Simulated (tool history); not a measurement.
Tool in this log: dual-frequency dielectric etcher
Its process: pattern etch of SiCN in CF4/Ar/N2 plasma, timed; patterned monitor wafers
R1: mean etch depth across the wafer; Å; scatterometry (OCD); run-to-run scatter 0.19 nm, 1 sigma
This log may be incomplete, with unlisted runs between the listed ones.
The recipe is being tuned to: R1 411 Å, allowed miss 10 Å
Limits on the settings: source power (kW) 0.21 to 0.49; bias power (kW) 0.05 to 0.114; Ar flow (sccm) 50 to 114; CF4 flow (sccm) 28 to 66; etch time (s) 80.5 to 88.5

run 1 day=0 | source_power_(kW)=0.35 bias_power_(kW)=0.082 Ar_flow_(sccm)=82 CF4_flow_(sccm)=47 etch_time_(s)=88.5 | R1=577.95
run 2 day=0.292 | source_power_(kW)=0.35 bias_power_(kW)=0.082 Ar_flow_(sccm)=82 CF4_flow_(sccm)=43 etch_time_(s)=88.5 | R1=563.21
run 3 day=0.329 | source_power_(kW)=0.35 bias_power_(kW)=0.082 Ar_flow_(sccm)=82 CF4_flow_(sccm)=38 etch_time_(s)=88.5 | R1=549.53
run 4 day=0.358 | source_power_(kW)=0.35 bias_power_(kW)=0.094 Ar_flow_(sccm)=82 CF4_flow_(sccm)=38 etch_time_(s)=88.5 | R1=598.95
run 5 day=0.562 | source_power_(kW)=0.35 bias_power_(kW)=0.084 Ar_flow_(sccm)=82 CF4_flow_(sccm)=38 etch_time_(s)=88.5 | R1=561.25
run 6 day=0.888 | source_power_(kW)=0.34 bias_power_(kW)=0.084 Ar_flow_(sccm)=82 CF4_flow_(sccm)=38 etch_time_(s)=88.5 | R1=537.71
run 7 day=1.121 | source_power_(kW)=0.33 bias_power_(kW)=0.084 Ar_flow_(sccm)=82 CF4_flow_(sccm)=38 etch_time_(s)=88.5 | R1=522.54
run 8 day=1.488 | source_power_(kW)=0.32 bias_power_(kW)=0.084 Ar_flow_(sccm)=82 CF4_flow_(sccm)=38 etch_time_(s)=88.5 | R1=508.9
run 9 day=1.662 | source_power_(kW)=0.31 bias_power_(kW)=0.084 Ar_flow_(sccm)=82 CF4_flow_(sccm)=38 etch_time_(s)=88.5 | R1=485.43
run 10 day=1.996 | source_power_(kW)=0.3 bias_power_(kW)=0.084 Ar_flow_(sccm)=82 CF4_flow_(sccm)=38 etch_time_(s)=88.5 | R1=476.55
run 11 day=2.288 | source_power_(kW)=0.29 bias_power_(kW)=0.084 Ar_flow_(sccm)=82 CF4_flow_(sccm)=38 etch_time_(s)=88.5 | R1=461.46
run 12 day=2.538 | source_power_(kW)=0.27 bias_power_(kW)=0.084 Ar_flow_(sccm)=82 CF4_flow_(sccm)=38 etch_time_(s)=88.5 | R1=423.66

Below are 4 possible settings for the next run. Only one of them brings all results inside the allowed miss of their targets. Which is it?
run A day=2.788 | source_power_(kW)=0.3 bias_power_(kW)=0.084 Ar_flow_(sccm)=87 CF4_flow_(sccm)=39 etch_time_(s)=84 | R1=?
run B day=2.788 | source_power_(kW)=0.28 bias_power_(kW)=0.09 Ar_flow_(sccm)=79 CF4_flow_(sccm)=40 etch_time_(s)=82 | R1=?
run C day=2.788 | source_power_(kW)=0.25 bias_power_(kW)=0.104 Ar_flow_(sccm)=50 CF4_flow_(sccm)=36 etch_time_(s)=88.5 | R1=?
run D day=2.788 | source_power_(kW)=0.28 bias_power_(kW)=0.077 Ar_flow_(sccm)=84 CF4_flow_(sccm)=40 etch_time_(s)=86.5 | R1=?

move=A R1=450.39
move=B R1=429.86
move=C R1=451.13
move=D R1=414.25
A: misses by more than the last run did
B: misses by more than the last run did
C: misses by more than the last run did
D: in spec on every target
Correct choice: D, which meets every target
